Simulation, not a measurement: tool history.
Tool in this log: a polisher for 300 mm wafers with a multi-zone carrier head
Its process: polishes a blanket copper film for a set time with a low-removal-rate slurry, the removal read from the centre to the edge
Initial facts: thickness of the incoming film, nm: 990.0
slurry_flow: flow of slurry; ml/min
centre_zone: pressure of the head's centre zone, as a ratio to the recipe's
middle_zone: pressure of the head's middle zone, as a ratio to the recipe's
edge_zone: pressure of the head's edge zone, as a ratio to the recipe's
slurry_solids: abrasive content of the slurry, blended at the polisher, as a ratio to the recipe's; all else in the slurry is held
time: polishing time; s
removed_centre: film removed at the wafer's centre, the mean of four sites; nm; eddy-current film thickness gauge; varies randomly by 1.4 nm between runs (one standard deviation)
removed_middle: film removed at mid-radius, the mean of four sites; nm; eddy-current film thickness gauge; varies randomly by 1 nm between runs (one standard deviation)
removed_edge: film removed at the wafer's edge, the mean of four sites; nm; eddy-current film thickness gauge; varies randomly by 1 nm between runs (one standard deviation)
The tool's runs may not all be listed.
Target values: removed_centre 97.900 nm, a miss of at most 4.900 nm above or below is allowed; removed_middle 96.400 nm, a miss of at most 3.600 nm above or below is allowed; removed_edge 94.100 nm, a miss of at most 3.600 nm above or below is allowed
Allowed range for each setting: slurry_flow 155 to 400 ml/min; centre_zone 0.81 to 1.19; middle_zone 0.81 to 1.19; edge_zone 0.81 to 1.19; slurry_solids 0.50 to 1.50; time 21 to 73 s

| run | hour | slurry_flow | centre_zone | middle_zone | edge_zone | slurry_solids | time | removed_centre | removed_middle | removed_edge |
|---|---|---|---|---|---|---|---|---|---|---|
| 1 | 0.0 | 255 | 1.00 | 1.00 | 1.00 | 1.00 | 47 | 147.300 | 145.500 | 150.320 |
| 2 | 7.1 | 255 | 1.00 | 1.00 | 0.98 | 0.95 | 45 | 137.460 | 137.470 | 142.090 |
| 3 | 15.1 | 255 | 1.00 | 1.07 | 0.98 | 0.95 | 45 | 142.090 | 145.690 | 141.520 |
| 4 | 16.1 | 255 | 1.00 | 1.15 | 0.98 | 0.95 | 45 | 141.370 | 152.250 | 139.800 |
| 5 | 25.1 | 255 | 1.00 | 1.15 | 0.98 | 0.75 | 45 | 132.890 | 144.310 | 134.090 |
| 6 | 26.3 | 255 | 1.00 | 1.15 | 0.98 | 0.85 | 45 | 136.760 | 149.680 | 133.980 |
| 7 | 28.1 | 255 | 1.01 | 1.14 | 0.97 | 0.80 | 43 | 131.010 | 139.500 | 126.860 |
| 8 | 34.6 | 255 | 1.01 | 1.14 | 0.97 | 0.80 | 43 | 129.420 | 136.500 | 126.690 |
| 9 | 41.4 | 255 | 1.01 | 1.13 | 0.95 | 0.75 | 42 | 124.490 | 130.740 | 121.110 |
| 10 | 48.5 | 255 | 1.01 | 1.12 | 0.94 | 0.70 | 41 | 120.380 | 126.030 | 114.200 |
| 11 | 52.0 | 250 | 1.00 | 1.09 | 0.93 | 0.65 | 41 | 119.440 | 122.280 | 116.420 |
| 12 | 59.1 | 250 | 1.00 | 1.08 | 0.92 | 0.65 | 40 | 114.750 | 118.740 | 110.630 |
| 13 | 64.5 | 250 | 1.00 | 1.08 | 0.92 | 0.65 | 40 | 115.050 | 117.650 | 108.770 |
| 14 | 72.2 | 245 | 0.99 | 1.06 | 0.91 | 0.65 | 40 | 114.700 | 117.270 | 113.090 |
| 15 | 72.7 | 245 | 0.99 | 1.06 | 0.91 | 0.65 | 39 | 111.370 | 116.890 | 108.520 |
| 16 | 79.6 | 245 | 0.99 | 1.05 | 0.91 | 0.65 | 38 | 105.450 | 108.770 | 102.530 |
| 17 | 81.5 | 245 | 0.99 | 1.04 | 0.90 | 0.65 | 38 | 107.030 | 110.810 | 102.960 |
| 18 | 88.0 | 245 | 0.99 | 1.03 | 0.89 | 0.65 | 38 | 108.310 | 109.590 | 101.430 |
| 19 | 94.5 | 245 | 0.99 | 1.02 | 0.89 | 0.65 | 38 | 106.630 | 108.800 | 103.540 |
| 20 | 101.3 | 245 | 0.99 | 1.01 | 0.88 | 0.65 | 38 | 108.040 | 108.570 | 103.100 |
| 21 | 108.9 | 245 | 0.99 | 1.00 | 0.88 | 0.65 | 38 | 108.770 | 106.280 | 102.890 |
| 22 | 113.5 | 245 | 0.98 | 0.99 | 0.87 | 0.65 | 38 | 105.940 | 105.830 | 103.870 |
| 23 | 120.8 | 245 | 0.98 | 0.99 | 0.86 | 0.65 | 38 | 108.200 | 107.460 | 102.190 |
| 24 | 127.4 | 240 | 0.98 | 0.98 | 0.86 | 0.65 | 38 | 106.120 | 105.900 | 101.010 |
| 25 | 132.8 | 210 | 0.96 | 0.92 | 0.81 | 0.50 | 37 | 94.803 | 92.271 | 88.443 |
| 26 | 138.2 | 215 | 0.96 | 0.92 | 0.82 | 0.50 | 37 | 95.712 | 93.542 | 92.251 |
| 27 | 139.6 | 220 | 0.96 | 0.92 | 0.82 | 0.50 | 37 | 96.123 | 90.759 | 89.114 |
| 28 | 141.2 | 220 | 0.96 | 0.93 | 0.83 | 0.50 | 37 | 93.706 | 91.024 | 92.620 |

Pick the move, out of 4, that brings all results within their allowed miss; only one does.
| A | 142.8 | 280 | 0.93 | 0.92 | 0.81 | 0.65 | 36 | ? | ? | ? |
| B | 142.8 | 235 | 0.90 | 0.90 | 0.91 | 0.50 | 35 | ? | ? | ? |
| C | 142.8 | 175 | 0.93 | 0.84 | 0.87 | 0.50 | 37 | ? | ? | ? |
| D | 142.8 | 215 | 0.86 | 0.99 | 0.82 | 0.80 | 34 | ? | ? | ? |

| move | removed_centre | removed_middle | removed_edge |
|---|---|---|---|
| A | 98.522 | 97.831 | 95.253 |
| B | 86.662 | 87.295 | 91.270 |
| C | 90.376 | 85.146 | 92.103 |
| D | 88.464 | 98.600 | 92.430 |
A: all results land within tolerance of their targets
B: misses by more than the last run did
C: misses by more than the last run did
D: the worst result of the last run now meets its target, but another is out of spec
A is the move that brings every result within its allowed miss.
